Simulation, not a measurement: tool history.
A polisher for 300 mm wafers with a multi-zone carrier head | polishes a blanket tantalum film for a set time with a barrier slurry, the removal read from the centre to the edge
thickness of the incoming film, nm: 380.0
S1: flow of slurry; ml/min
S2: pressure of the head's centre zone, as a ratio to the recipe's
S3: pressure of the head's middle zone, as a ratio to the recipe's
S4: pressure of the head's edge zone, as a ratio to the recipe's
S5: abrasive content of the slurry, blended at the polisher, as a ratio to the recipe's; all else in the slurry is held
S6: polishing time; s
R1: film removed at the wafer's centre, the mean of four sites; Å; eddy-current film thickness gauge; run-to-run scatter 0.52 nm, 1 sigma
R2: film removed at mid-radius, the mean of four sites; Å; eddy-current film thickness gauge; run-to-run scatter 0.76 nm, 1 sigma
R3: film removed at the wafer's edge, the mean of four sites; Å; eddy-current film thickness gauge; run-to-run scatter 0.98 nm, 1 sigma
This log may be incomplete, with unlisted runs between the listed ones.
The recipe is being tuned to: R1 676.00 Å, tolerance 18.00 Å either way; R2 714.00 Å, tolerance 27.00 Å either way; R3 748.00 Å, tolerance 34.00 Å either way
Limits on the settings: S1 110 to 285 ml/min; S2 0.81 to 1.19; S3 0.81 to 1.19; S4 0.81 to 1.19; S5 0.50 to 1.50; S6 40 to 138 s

run,hour,S1,S2,S3,S4,S5,S6,R1,R2,R3
1,0.0,180,1.00,1.00,1.00,1.00,88,907.61,992.70,946.04
2,3.7,180,1.06,1.00,1.00,1.00,88,941.56,997.32,948.07
3,11.3,170,1.03,0.97,0.99,0.90,88,880.40,922.17,907.05
4,19.6,165,1.00,0.95,0.97,0.85,88,854.09,896.21,899.05
5,24.1,160,0.99,0.94,0.96,0.80,87,816.33,859.74,845.44
6,28.1,160,0.93,0.94,0.96,0.80,87,786.28,841.96,840.59
7,30.5,155,0.91,0.93,0.95,0.75,87,763.12,838.33,830.94
8,32.9,150,0.90,0.91,0.94,0.70,87,733.08,790.30,805.15
9,34.1,145,0.89,0.90,0.93,0.70,87,718.74,784.58,792.61
10,36.1,140,0.89,0.89,0.92,0.70,87,728.12,775.49,807.38
11,38.4,140,0.88,0.88,0.91,0.65,87,697.44,744.25,770.91

Below are 4 possible settings for the next run. Only one of them brings all results inside the allowed miss of their targets. Which is it?
A,40.7,130,0.90,0.86,1.09,0.80,73,?,?,?
B,40.7,205,0.81,0.86,0.94,0.85,74,?,?,?
C,40.7,120,0.92,0.89,0.96,0.60,86,?,?,?
D,40.7,140,0.83,0.91,1.02,0.55,86,?,?,?

move,R1,R2,R3
A,632.61,638.16,756.24
B,649.73,693.14,754.73
C,678.34,695.51,755.34
D,630.72,698.46,762.18
A: pushes the last run's worst result past its target
B: pushes the last run's worst result past its target
C: in spec on every target
D: pushes the last run's worst result past its target
The move that meets every target is C.

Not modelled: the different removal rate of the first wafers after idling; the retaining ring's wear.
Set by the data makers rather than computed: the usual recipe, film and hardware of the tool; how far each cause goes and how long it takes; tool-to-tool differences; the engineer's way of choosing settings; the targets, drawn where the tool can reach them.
